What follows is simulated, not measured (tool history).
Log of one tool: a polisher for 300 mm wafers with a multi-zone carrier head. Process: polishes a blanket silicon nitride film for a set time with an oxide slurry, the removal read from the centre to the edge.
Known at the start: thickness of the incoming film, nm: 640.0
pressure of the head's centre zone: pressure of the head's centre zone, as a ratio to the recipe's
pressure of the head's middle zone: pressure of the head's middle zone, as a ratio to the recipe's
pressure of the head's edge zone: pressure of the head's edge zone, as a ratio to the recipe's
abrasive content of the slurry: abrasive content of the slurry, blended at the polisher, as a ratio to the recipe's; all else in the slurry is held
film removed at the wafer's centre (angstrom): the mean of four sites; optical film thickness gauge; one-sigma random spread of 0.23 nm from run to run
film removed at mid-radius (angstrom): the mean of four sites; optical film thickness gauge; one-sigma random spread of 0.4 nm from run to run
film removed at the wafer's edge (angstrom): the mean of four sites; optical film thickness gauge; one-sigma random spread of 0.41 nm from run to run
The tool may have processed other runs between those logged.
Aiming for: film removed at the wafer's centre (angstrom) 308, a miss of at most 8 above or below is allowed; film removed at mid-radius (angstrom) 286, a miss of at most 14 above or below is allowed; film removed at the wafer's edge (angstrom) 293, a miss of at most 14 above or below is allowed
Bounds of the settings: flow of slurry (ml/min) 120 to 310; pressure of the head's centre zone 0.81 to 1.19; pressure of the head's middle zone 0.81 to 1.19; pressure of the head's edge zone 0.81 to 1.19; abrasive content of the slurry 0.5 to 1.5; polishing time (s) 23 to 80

run	hour	flow of slurry (ml/min)	pressure of the head's centre zone	pressure of the head's middle zone	pressure of the head's edge zone	abrasive content of the slurry	polishing time (s)	film removed at the wafer's centre (angstrom)	film removed at mid-radius (angstrom)	film removed at the wafer's edge (angstrom)
1	0	200	1	1	1	1	51	214.05	218.66	216.08
2	4.5	200	1.08	1	1	1	51	232.78	218.59	218.26
3	5.7	200	1.08	1	1	1.15	51	242.41	235.32	226.8
4	8	200	1.16	1	1	1.15	51	262.67	230.72	230.41
5	15.2	210	1.16	1.01	1.04	1.2	51	267.73	237.47	230.47
6	16.5	210	1.09	1.01	1.04	1.2	51	253.76	239.38	235.11
7	19.5	205	1.09	1	1.05	1.25	52	265.19	244.24	240.25
8	24.6	205	1.09	1	1.05	1.25	52	261.32	247.62	254.02
9	31.3	205	1.09	1	1.05	1.25	52	262.71	246.25	238.96
10	32.2	205	1.07	0.98	1.06	1.3	54	272.29	259.57	261.81
11	33.3	210	1.07	0.97	1.07	1.35	54	274.86	258.02	262.28

4 next moves are on the table. One of them brings every result within its allowed miss. Which?
A	34.4	255	1.12	1.09	1.04	1.45	50	?	?	?
B	34.4	200	0.85	1.03	1.1	1.4	61	?	?	?
C	34.4	235	1.06	0.95	1.03	1.4	59	?	?	?
D	34.4	165	0.87	0.9	1.18	1.3	64	?	?	?

move	film removed at the wafer's centre (angstrom)	film removed at mid-radius (angstrom)	film removed at the wafer's edge (angstrom)
A	280.7	268.29	250.23
B	246.65	300.95	302.55
C	305.77	281.83	288.46
D	248.03	271.23	312.86
A: closes in on the targets versus the last run, not all within tolerance yet
B: misses by more than the last run did
C: all results in spec
D: misses by more than the last run did
C is the move that brings every result within its allowed miss.

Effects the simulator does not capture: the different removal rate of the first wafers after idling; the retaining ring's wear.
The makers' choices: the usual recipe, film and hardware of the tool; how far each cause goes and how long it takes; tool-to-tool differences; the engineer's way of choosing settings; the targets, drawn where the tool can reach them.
